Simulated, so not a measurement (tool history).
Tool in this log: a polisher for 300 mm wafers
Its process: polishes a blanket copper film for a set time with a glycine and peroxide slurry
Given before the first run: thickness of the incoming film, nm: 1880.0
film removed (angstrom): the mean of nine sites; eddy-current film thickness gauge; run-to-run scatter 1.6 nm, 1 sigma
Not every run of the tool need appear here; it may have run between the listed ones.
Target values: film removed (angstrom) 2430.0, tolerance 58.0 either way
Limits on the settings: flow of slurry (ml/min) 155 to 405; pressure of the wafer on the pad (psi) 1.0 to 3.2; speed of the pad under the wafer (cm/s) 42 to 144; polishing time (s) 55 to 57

run,hour,flow of slurry (ml/min),pressure of the wafer on the pad (psi),speed of the pad under the wafer (cm/s),polishing time (s),film removed (angstrom)
1,0.0,260,2.1,92,55,2185.2
2,4.9,265,2.2,92,55,2238.3
3,9.3,265,2.2,92,55,2246.7
4,16.5,265,1.8,92,55,2025.8
5,21.5,270,2.0,92,55,2136.6
6,25.9,270,2.0,92,55,2120.4
7,31.2,270,2.1,92,55,2201.1
8,33.1,285,2.2,92,55,2285.6
9,37.6,285,2.2,92,55,2229.4

Of the 5 settings listed for the next run, only one would bring every result within its allowed miss of target. Which one?
A,42.1,235,2.3,94,55,?
B,42.1,290,2.1,76,56,?
C,42.1,240,1.9,114,55,?
D,42.1,245,2.0,86,55,?
E,42.1,300,1.9,104,55,?

move,film removed (angstrom)
A,2306.3
B,1943.3
C,2399.3
D,2000.3
E,2282.6
A: better than the last run, though not everything is in spec
B: its largest miss is bigger than the last run's
C: meets every target
D: its largest miss is bigger than the last run's
E: better than the last run, though not everything is in spec
So the answer is move C, the one that meets all the targets.
